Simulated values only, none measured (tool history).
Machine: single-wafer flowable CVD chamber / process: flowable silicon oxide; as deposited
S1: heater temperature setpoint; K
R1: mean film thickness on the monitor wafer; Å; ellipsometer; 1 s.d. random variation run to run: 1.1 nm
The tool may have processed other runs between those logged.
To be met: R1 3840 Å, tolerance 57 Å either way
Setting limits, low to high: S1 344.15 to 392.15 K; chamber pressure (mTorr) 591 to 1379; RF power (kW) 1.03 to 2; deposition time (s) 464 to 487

Run 1, hour 0: S1 368.15 K, chamber pressure (mTorr) 985, RF power (kW) 1.515, deposition time (s) 487. Result: R1 4353.5 Å.
Run 2, hour 1.5: S1 368.15 K, chamber pressure (mTorr) 985, RF power (kW) 1.515, deposition time (s) 487. Result: R1 4316.3 Å.
Run 3, hour 8: S1 368.15 K, chamber pressure (mTorr) 912, RF power (kW) 1.515, deposition time (s) 487. Result: R1 4032 Å.
Run 4, hour 15.1: S1 362.15 K, chamber pressure (mTorr) 912, RF power (kW) 1.515, deposition time (s) 487. Result: R1 5044.7 Å.
Run 5, hour 20.1: S1 362.15 K, chamber pressure (mTorr) 912, RF power (kW) 1.515, deposition time (s) 487. Result: R1 5014.6 Å.
Run 6, hour 22.3: S1 362.15 K, chamber pressure (mTorr) 912, RF power (kW) 1.65, deposition time (s) 487. Result: R1 5169 Å.
Run 7, hour 27.6: S1 364.15 K, chamber pressure (mTorr) 912, RF power (kW) 1.65, deposition time (s) 487. Result: R1 4831 Å.
Run 8, hour 30.4: S1 365.15 K, chamber pressure (mTorr) 912, RF power (kW) 1.65, deposition time (s) 487. Result: R1 4653.5 Å.
Run 9, hour 33.1: S1 372.15 K, chamber pressure (mTorr) 911, RF power (kW) 1.65, deposition time (s) 487. Result: R1 3570.4 Å.
Run 10, hour 39.3: S1 371.15 K, chamber pressure (mTorr) 911, RF power (kW) 1.65, deposition time (s) 487. Result: R1 3705.9 Å.

Exercise: of the 4 proposed moves below, exactly one satisfies all targets within the stated allowed misses. Which move is it?
Run A, hour 45.5: S1 371.15 K, chamber pressure (mTorr) 908, RF power (kW) 1.63, deposition time (s) 479. Result: R1 ?.
Run B, hour 45.5: S1 374.15 K, chamber pressure (mTorr) 1069, RF power (kW) 1.725, deposition time (s) 479. Result: R1 ?.
Run C, hour 45.5: S1 371.15 K, chamber pressure (mTorr) 879, RF power (kW) 1.885, deposition time (s) 464. Result: R1 ?.
Run D, hour 45.5: S1 373.15 K, chamber pressure (mTorr) 958, RF power (kW) 1.745, deposition time (s) 465. Result: R1 ?.

move      R1
   A  3607.7
   B  3835.8
   C  3534.9
   D  3495.1
A: its largest miss is bigger than the last run's
B: all results land within tolerance of their targets
C: its largest miss is bigger than the last run's
D: its largest miss is bigger than the last run's
Move B is the one to make.
